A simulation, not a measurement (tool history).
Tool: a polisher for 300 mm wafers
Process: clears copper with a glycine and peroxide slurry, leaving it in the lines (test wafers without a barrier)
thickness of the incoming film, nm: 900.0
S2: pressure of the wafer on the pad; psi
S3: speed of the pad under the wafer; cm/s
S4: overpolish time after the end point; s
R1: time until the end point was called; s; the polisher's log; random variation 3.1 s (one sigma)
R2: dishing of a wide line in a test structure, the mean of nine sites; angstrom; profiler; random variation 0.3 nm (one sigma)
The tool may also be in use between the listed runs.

{"run": 1, "hour": 0.0, "flow of slurry (ml/min)": 215, "S2": 3.2, "S3": 96, "S4": 15, "R1": 125.98, "R2": 349.17}
{"run": 2, "hour": 7.0, "flow of slurry (ml/min)": 200, "S2": 2.9, "S3": 100, "S4": 13, "R1": 135.65, "R2": 314.44}
{"run": 3, "hour": 14.5, "flow of slurry (ml/min)": 200, "S2": 3.5, "S3": 100, "S4": 13, "R1": 112.73, "R2": 327.9}
{"run": 4, "hour": 22.9, "flow of slurry (ml/min)": 190, "S2": 3.2, "S3": 106, "S4": 12, "R1": 120.08, "R2": 321.09}
{"run": 5, "hour": 29.5, "flow of slurry (ml/min)": 180, "S2": 2.9, "S3": 110, "S4": 11, "R1": 126.77, "R2": 300.91}
{"hour": 32.1, "done": "slurry nozzle cleaned"}
{"run": 6, "hour": 32.1, "flow of slurry (ml/min)": 170, "S2": 2.7, "S3": 114, "S4": 10, "R1": 132.39, "R2": 282.23}
{"run": 7, "hour": 35.6, "flow of slurry (ml/min)": 165, "S2": 2.5, "S3": 118, "S4": 9, "R1": 133.15, "R2": 269.68}
{"run": 8, "hour": 40.7, "flow of slurry (ml/min)": 160, "S2": 2.3, "S3": 120, "S4": 8, "R1": 146.69, "R2": 243.1}
{"run": 9, "hour": 45.8, "flow of slurry (ml/min)": 155, "S2": 2.2, "S3": 124, "S4": 7, "R1": 147.9, "R2": 223.61}
{"run": 10, "hour": 54.5, "flow of slurry (ml/min)": 130, "S2": 1.4, "S3": 146, "S4": 4, "R1": 199.43, "R2": 124.9}
{"run": 11, "hour": 61.2, "flow of slurry (ml/min)": 130, "S2": 1.4, "S3": 146, "S4": 4, "R1": 203.3, "R2": 120.89}
{"run": 12, "hour": 64.9, "flow of slurry (ml/min)": 145, "S2": 1.5, "S3": 144, "S4": 4, "R1": 184.03, "R2": 130.41}
{"run": 13, "hour": 69.1, "flow of slurry (ml/min)": 150, "S2": 1.6, "S3": 142, "S4": 4, "R1": 178.5, "R2": 134.55}
{"run": 14, "hour": 74.5, "flow of slurry (ml/min)": 150, "S2": 1.7, "S3": 140, "S4": 4, "R1": 167.9, "R2": 134.15}
{"run": 15, "hour": 75.3, "flow of slurry (ml/min)": 150, "S2": 1.7, "S3": 138, "S4": 4, "R1": 172.53, "R2": 137.13}
{"run": 16, "hour": 76.5, "flow of slurry (ml/min)": 150, "S2": 1.7, "S3": 136, "S4": 4, "R1": 169.99, "R2": 135.56}

Run 17 comes next. What will it give?
{"run": 17, "hour": 83.3, "flow of slurry (ml/min)": 150, "S2": 1.7, "S3": 134, "S4": 4, "R1": "?", "R2": "?"}

{"run 17": {"R1": 171.98, "R2": 132.77}}
